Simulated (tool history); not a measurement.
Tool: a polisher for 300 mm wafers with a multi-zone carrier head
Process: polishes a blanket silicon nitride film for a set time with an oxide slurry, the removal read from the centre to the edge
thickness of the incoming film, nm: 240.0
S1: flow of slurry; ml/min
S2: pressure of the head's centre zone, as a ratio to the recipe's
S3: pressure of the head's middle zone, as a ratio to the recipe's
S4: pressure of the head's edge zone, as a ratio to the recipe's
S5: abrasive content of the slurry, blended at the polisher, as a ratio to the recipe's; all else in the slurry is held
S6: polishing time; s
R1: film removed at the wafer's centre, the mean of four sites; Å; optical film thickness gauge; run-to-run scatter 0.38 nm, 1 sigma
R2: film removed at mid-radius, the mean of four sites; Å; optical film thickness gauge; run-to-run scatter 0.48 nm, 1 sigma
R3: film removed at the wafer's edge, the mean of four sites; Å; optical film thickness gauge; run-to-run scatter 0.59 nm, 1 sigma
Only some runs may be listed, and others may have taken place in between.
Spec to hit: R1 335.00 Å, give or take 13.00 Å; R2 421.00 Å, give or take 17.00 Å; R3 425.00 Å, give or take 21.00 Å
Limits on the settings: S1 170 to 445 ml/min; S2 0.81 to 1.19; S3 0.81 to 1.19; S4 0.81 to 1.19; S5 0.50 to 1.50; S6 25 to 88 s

run,hour,S1,S2,S3,S4,S5,S6,R1,R2,R3
1,0.0,285,1.00,1.00,1.00,1.00,56,334.02,331.04,367.94
2,3.2,285,1.04,1.00,1.00,1.00,56,341.46,332.84,350.28
3,4.5,290,1.01,1.05,1.01,1.05,56,344.83,353.08,376.88
4,13.3,295,0.98,1.08,0.99,1.10,56,338.35,363.66,370.34
5,17.7,295,0.96,1.11,1.01,1.15,56,339.97,383.62,383.02
6,25.8,295,0.96,1.11,1.01,1.05,56,323.77,382.21,373.20
7,28.5,295,0.95,1.12,1.04,1.05,56,321.89,379.01,378.19
8,29.5,295,0.94,1.14,1.06,1.10,56,324.96,386.86,388.08
9,32.7,300,0.93,1.15,1.07,1.15,56,336.06,402.36,396.36
10,35.3,300,0.92,1.15,1.09,1.15,56,326.14,398.47,392.31

Which one of the following 5 next-run settings gets every result inside its allowed miss? There is exactly one.
A,37.9,215,0.83,0.94,1.17,0.85,73,?,?,?
B,37.9,280,0.90,1.01,1.19,1.00,65,?,?,?
C,37.9,270,0.90,1.14,1.09,1.35,56,?,?,?
D,37.9,290,0.93,1.10,1.01,1.10,55,?,?,?
E,37.9,205,0.86,0.98,1.13,1.15,62,?,?,?

move,R1,R2,R3
A,317.41,370.36,460.07
B,342.72,389.51,455.47
C,331.00,417.02,419.18
D,313.33,370.14,368.32
E,314.90,367.32,433.11
A: pushes the last run's worst result past its target
B: pushes the last run's worst result past its target
C: meets every target
D: lands further from the targets than the last run did
E: meets the target for the result that was furthest off, but another lies outside its allowed miss
Answer: C

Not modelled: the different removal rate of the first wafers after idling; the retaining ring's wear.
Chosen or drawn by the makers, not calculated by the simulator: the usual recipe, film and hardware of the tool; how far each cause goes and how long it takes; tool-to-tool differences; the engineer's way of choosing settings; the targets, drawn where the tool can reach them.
